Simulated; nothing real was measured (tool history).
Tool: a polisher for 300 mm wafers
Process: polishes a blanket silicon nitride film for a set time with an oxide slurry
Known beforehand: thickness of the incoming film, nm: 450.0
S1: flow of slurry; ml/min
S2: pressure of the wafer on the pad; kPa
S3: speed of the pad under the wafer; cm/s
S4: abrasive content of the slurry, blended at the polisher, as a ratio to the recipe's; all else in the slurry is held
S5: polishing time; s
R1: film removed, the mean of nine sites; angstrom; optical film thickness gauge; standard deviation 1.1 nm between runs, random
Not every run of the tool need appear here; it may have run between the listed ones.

{"run": 1, "day": 0.0, "S1": 310, "S2": 24.8, "S3": 128, "S4": 1.0, "S5": 86, "R1": 628.64}
{"run": 2, "day": 0.304, "S1": 310, "S2": 29.6, "S3": 132, "S4": 1.0, "S5": 86, "R1": 775.73}
{"run": 3, "day": 0.583, "S1": 310, "S2": 33.1, "S3": 136, "S4": 1.0, "S5": 86, "R1": 883.94}
{"run": 4, "day": 0.75, "S1": 310, "S2": 35.2, "S3": 142, "S4": 1.0, "S5": 86, "R1": 949.03}
{"run": 5, "day": 0.888, "S1": 310, "S2": 35.2, "S3": 142, "S4": 1.0, "S5": 86, "R1": 946.6}
{"run": 6, "day": 0.929, "S1": 310, "S2": 35.2, "S3": 160, "S4": 1.0, "S5": 86, "R1": 1046.2}
{"run": 7, "day": 1.183, "S1": 310, "S2": 36.5, "S3": 162, "S4": 1.0, "S5": 86, "R1": 1078.2}
{"run": 8, "day": 1.442, "S1": 310, "S2": 37.2, "S3": 164, "S4": 1.0, "S5": 86, "R1": 1126.3}
{"run": 9, "day": 1.646, "S1": 310, "S2": 37.9, "S3": 164, "S4": 1.0, "S5": 86, "R1": 1137.4}

Forecast run 10:
{"day": 1.954, "done": "slurry blender recalibrated"}
{"run": 10, "day": 1.954, "S1": 310, "S2": 38.6, "S3": 166, "S4": 1.0, "S5": 86, "R1": "?"}

Run 10 gave R1 1399.20 angstrom.
